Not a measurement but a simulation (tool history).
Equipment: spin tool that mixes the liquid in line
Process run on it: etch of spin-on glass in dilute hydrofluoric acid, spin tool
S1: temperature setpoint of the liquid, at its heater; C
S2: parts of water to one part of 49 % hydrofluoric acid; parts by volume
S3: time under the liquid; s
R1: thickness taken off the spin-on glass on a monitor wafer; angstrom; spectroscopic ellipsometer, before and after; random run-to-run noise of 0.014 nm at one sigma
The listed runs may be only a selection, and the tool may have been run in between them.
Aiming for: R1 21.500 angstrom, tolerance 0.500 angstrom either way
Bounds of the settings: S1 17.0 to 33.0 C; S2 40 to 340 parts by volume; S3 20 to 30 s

| run | hour | S1 | S2 | S3 | R1 |
|---|---|---|---|---|---|
| 1 | 0.0 | 25.0 | 190 | 30 | 39.027 |
| 2 | 6.4 | 25.0 | 190 | 30 | 39.505 |
| 3 | 13.0 | 23.5 | 200 | 30 | 35.056 |
| 4 | 16.1 | 22.5 | 210 | 30 | 32.129 |
| 5 | 18.1 | 21.5 | 220 | 30 | 28.849 |
| 6 | 21.2 | 24.5 | 220 | 30 | 32.147 |
| 7 | 29.7 | 23.0 | 225 | 30 | 29.720 |
| 8 | 37.0 | 22.0 | 230 | 30 | 27.842 |

Below are 5 possible settings for the next run. Only one of them brings all results inside the allowed miss of their targets. Which is it?
| A | 44.3 | 21.0 | 285 | 30 | ? |
| B | 44.3 | 21.5 | 200 | 20 | ? |
| C | 44.3 | 25.0 | 210 | 30 | ? |
| D | 44.3 | 22.0 | 270 | 30 | ? |
| E | 44.3 | 24.0 | 205 | 30 | ? |

| move | R1 |
|---|---|
| A | 20.480 |
| B | 21.521 |
| C | 34.647 |
| D | 22.736 |
| E | 34.403 |
A: the result that was furthest off in the last run now lies on the other side of its target
B: all results in spec
C: the biggest miss grows against the last run
D: closer than the last run, but not yet in spec
E: the biggest miss grows against the last run
The right move is B.

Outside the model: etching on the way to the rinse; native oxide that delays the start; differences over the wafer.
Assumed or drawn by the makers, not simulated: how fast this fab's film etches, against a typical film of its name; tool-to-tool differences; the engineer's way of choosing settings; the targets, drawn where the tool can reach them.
